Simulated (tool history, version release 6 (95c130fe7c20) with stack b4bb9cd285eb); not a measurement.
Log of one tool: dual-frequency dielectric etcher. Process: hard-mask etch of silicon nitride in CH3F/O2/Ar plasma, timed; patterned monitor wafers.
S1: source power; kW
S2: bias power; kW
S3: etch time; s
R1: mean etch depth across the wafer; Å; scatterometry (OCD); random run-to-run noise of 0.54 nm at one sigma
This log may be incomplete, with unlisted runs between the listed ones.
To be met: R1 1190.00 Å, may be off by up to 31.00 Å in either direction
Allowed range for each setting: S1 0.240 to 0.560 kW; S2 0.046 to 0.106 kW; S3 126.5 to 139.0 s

run,hour,S1,S2,S3,R1
1,0.0,0.400,0.076,139.0,975.20
2,4.1,0.400,0.076,139.0,970.26
3,7.5,0.430,0.080,139.0,1025.80
4,10.9,0.450,0.082,139.0,1054.90
5,16.6,0.430,0.082,139.0,1029.60
6,20.0,0.430,0.073,139.0,989.06
7,28.8,0.460,0.076,139.0,1028.80
8,36.2,0.480,0.079,139.0,1061.80
# hour 43.7: wet clean of the chamber
9,43.7,0.500,0.081,139.0,1139.20
10,50.1,0.510,0.081,139.0,1146.00
11,55.3,0.520,0.081,139.0,1146.10

Next run, 4 choices. One meets every target within its allowed miss, the rest don't. Which?
A,60.5,0.560,0.079,139.0,?
B,60.5,0.550,0.077,135.5,?
C,60.5,0.520,0.077,135.5,?
D,60.5,0.540,0.084,132.0,?

move,R1
A,1190.10
B,1141.40
C,1115.40
D,1137.40
A: hits every target within its allowed miss
B: the biggest miss grows against the last run
C: the biggest miss grows against the last run
D: the biggest miss grows against the last run
Answer: A

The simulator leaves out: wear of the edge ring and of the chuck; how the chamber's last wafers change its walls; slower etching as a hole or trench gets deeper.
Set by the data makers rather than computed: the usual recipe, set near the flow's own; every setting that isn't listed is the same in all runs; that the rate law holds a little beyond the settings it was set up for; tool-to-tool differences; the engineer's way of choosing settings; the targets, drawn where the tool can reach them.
